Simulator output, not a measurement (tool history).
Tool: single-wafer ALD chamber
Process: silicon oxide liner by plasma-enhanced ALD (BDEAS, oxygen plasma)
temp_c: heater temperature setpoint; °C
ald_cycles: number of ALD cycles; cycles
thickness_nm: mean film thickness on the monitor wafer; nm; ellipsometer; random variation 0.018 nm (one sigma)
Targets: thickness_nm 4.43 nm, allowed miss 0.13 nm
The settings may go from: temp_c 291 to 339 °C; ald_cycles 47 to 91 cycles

run,hour,temp_c,ald_cycles,thickness_nm
1,0,315,69,5.5583
2,5.1,316,63,5.0108
3,8.9,316,70,5.6222
4,15.2,317,65,5.2217
5,23.1,317,61,4.8842
6,30,308,61,4.9285
7,32.7,308,59,4.8062
8,39.1,308,57,4.5983

Which of these 4 next moves meets every target?
A,45.5,299,60,?
B,45.5,313,55,?
C,45.5,303,59,?
D,45.5,301,57,?

move,thickness_nm
A,4.9268
B,4.4384
C,4.8209
D,4.669
A: further off than the last run
B: meets every target
C: further off than the last run
D: further off than the last run
The right move is B.
